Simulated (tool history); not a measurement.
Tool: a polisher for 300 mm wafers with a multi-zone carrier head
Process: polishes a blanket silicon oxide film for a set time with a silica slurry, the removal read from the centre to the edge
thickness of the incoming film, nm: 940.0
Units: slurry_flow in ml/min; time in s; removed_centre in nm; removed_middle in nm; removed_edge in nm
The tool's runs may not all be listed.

{"run": 1, "hour": 0.0, "slurry_flow": 265, "centre_zone": 1, "middle_zone": 1, "edge_zone": 1, "slurry_solids": 1, "time": 54, "removed_centre": 93.129, "removed_middle": 94.305, "removed_edge": 91.846}
{"run": 2, "hour": 7.5, "slurry_flow": 270, "centre_zone": 1.03, "middle_zone": 0.98, "edge_zone": 0.95, "slurry_solids": 0.85, "time": 50, "removed_centre": 84.146, "removed_middle": 80.121, "removed_edge": 76.793}
{"run": 3, "hour": 8.7, "slurry_flow": 270, "centre_zone": 1.03, "middle_zone": 0.93, "edge_zone": 0.95, "slurry_solids": 0.85, "time": 50, "removed_centre": 83.593, "removed_middle": 77.208, "removed_edge": 77.431}
{"run": 4, "hour": 9.5, "slurry_flow": 270, "centre_zone": 1.05, "middle_zone": 0.92, "edge_zone": 0.92, "slurry_solids": 0.75, "time": 47, "removed_centre": 75.719, "removed_middle": 69.034, "removed_edge": 68.066}
{"run": 5, "hour": 15.8, "slurry_flow": 265, "centre_zone": 1.07, "middle_zone": 0.91, "edge_zone": 0.89, "slurry_solids": 0.7, "time": 46, "removed_centre": 73.003, "removed_middle": 64.352, "removed_edge": 63.176}
{"run": 6, "hour": 21.7, "slurry_flow": 315, "centre_zone": 1.07, "middle_zone": 0.91, "edge_zone": 0.89, "slurry_solids": 0.7, "time": 46, "removed_centre": 75.145, "removed_middle": 65.202, "removed_edge": 63.351}
{"run": 7, "hour": 27.5, "slurry_flow": 330, "centre_zone": 1.08, "middle_zone": 0.9, "edge_zone": 0.87, "slurry_solids": 0.65, "time": 45, "removed_centre": 71.909, "removed_middle": 61.222, "removed_edge": 60.522}
{"run": 8, "hour": 30.7, "slurry_flow": 330, "centre_zone": 1.08, "middle_zone": 0.9, "edge_zone": 0.87, "slurry_solids": 0.65, "time": 45, "removed_centre": 72.979, "removed_middle": 61.017, "removed_edge": 59.799}
{"run": 9, "hour": 35.2, "slurry_flow": 330, "centre_zone": 1.08, "middle_zone": 0.9, "edge_zone": 0.85, "slurry_solids": 0.6, "time": 44, "removed_centre": 68.656, "removed_middle": 57.488, "removed_edge": 56.106}
{"run": 10, "hour": 42.8, "slurry_flow": 325, "centre_zone": 1.09, "middle_zone": 0.9, "edge_zone": 0.84, "slurry_solids": 0.55, "time": 44, "removed_centre": 65.834, "removed_middle": 55.419, "removed_edge": 53.753}
{"run": 11, "hour": 44.3, "slurry_flow": 325, "centre_zone": 1.1, "middle_zone": 0.9, "edge_zone": 0.83, "slurry_solids": 0.55, "time": 44, "removed_centre": 66.32, "removed_middle": 55.048, "removed_edge": 53.305}
{"run": 12, "hour": 52.4, "slurry_flow": 320, "centre_zone": 1.11, "middle_zone": 0.9, "edge_zone": 0.82, "slurry_solids": 0.55, "time": 44, "removed_centre": 66.801, "removed_middle": 55.399, "removed_edge": 52.9}
{"run": 13, "hour": 60.8, "slurry_flow": 315, "centre_zone": 1.12, "middle_zone": 0.9, "edge_zone": 0.82, "slurry_solids": 0.55, "time": 44, "removed_centre": 67.253, "removed_middle": 55.567, "removed_edge": 52.859}
{"run": 14, "hour": 62.6, "slurry_flow": 310, "centre_zone": 1.12, "middle_zone": 0.9, "edge_zone": 0.82, "slurry_solids": 0.55, "time": 44, "removed_centre": 66.928, "removed_middle": 55.918, "removed_edge": 52.899}

The next listed run, before its measurement:
{"run": 15, "hour": 70.6, "slurry_flow": 305, "centre_zone": 1.12, "middle_zone": 0.9, "edge_zone": 0.82, "slurry_solids": 0.55, "time": 44, "removed_centre": "?", "removed_middle": "?", "removed_edge": "?"}

Run 15 gave removed_centre 66.239 nm, removed_middle 54.812 nm, removed_edge 52.149 nm.
